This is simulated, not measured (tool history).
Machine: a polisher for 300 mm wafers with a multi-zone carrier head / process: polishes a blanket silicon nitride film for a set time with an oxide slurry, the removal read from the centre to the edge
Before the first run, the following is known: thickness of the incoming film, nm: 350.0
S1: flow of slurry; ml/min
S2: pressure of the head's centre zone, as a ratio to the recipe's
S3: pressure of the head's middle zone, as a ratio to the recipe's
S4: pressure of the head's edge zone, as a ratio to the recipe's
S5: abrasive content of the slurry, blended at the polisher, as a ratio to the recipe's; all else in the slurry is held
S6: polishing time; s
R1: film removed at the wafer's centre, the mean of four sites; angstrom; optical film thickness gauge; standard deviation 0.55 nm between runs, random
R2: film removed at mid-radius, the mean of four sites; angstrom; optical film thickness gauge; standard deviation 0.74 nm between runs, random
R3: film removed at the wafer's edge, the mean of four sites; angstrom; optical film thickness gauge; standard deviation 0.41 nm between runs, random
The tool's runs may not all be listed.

run,hour,S1,S2,S3,S4,S5,S6,R1,R2,R3
1,0.0,130,1.00,1.00,1.00,1.00,55,396.54,394.21,407.08
2,2.6,130,1.00,1.00,1.00,0.85,55,369.63,367.08,373.86
3,9.4,130,1.00,1.00,1.00,0.85,63,421.21,407.39,422.13
4,14.6,140,0.99,0.99,1.06,1.05,63,480.76,462.93,494.51
5,20.6,140,0.99,1.03,1.06,1.05,63,486.59,472.09,497.91
6,22.3,140,0.99,0.95,1.06,1.05,63,471.82,439.79,494.84

Predict the results of run 7:
7,27.0,150,0.97,0.96,1.10,1.15,63,?,?,?

{"run 7": {"R1": 497.12, "R2": 479.15, "R3": 527.37}}
